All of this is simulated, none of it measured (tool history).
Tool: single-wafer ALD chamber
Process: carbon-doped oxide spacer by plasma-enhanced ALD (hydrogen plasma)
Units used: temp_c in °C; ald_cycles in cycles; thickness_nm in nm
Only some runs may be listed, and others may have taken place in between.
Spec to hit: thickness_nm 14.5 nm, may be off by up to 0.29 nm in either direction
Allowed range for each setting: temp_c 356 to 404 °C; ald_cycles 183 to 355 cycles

{"run": 1, "day": 0.0, "temp_c": 380, "ald_cycles": 269, "thickness_nm": 13.085}
{"run": 2, "day": 0.388, "temp_c": 380, "ald_cycles": 235, "thickness_nm": 11.509}
{"run": 3, "day": 0.604, "temp_c": 380, "ald_cycles": 209, "thickness_nm": 10.264}
{"run": 4, "day": 0.888, "temp_c": 380, "ald_cycles": 183, "thickness_nm": 8.9276}
{"run": 5, "day": 1.062, "temp_c": 389, "ald_cycles": 183, "thickness_nm": 8.9414}
{"run": 6, "day": 1.388, "temp_c": 400, "ald_cycles": 183, "thickness_nm": 8.92}
{"run": 7, "day": 1.458, "temp_c": 400, "ald_cycles": 211, "thickness_nm": 10.283}
{"run": 8, "day": 1.512, "temp_c": 400, "ald_cycles": 230, "thickness_nm": 11.24}
{"run": 9, "day": 1.575, "temp_c": 400, "ald_cycles": 244, "thickness_nm": 11.965}
{"run": 10, "day": 1.921, "temp_c": 400, "ald_cycles": 287, "thickness_nm": 14.037}
{"run": 11, "day": 2.0, "temp_c": 400, "ald_cycles": 289, "thickness_nm": 14.124}

Exercise: of the 4 proposed moves below, exactly one satisfies all targets within the stated allowed misses. Which move is it?
{"run": "A", "day": 2.079, "temp_c": 398, "ald_cycles": 288, "thickness_nm": "?"}
{"run": "B", "day": 2.079, "temp_c": 404, "ald_cycles": 297, "thickness_nm": "?"}
{"run": "C", "day": 2.079, "temp_c": 404, "ald_cycles": 285, "thickness_nm": "?"}
{"run": "D", "day": 2.079, "temp_c": 404, "ald_cycles": 288, "thickness_nm": "?"}

move=A thickness_nm=14.056
move=B thickness_nm=14.393
move=C thickness_nm=13.812
move=D thickness_nm=13.957
A: misses by more than the last run did
B: meets every target
C: misses by more than the last run did
D: misses by more than the last run did
Correct choice: B, which meets every target
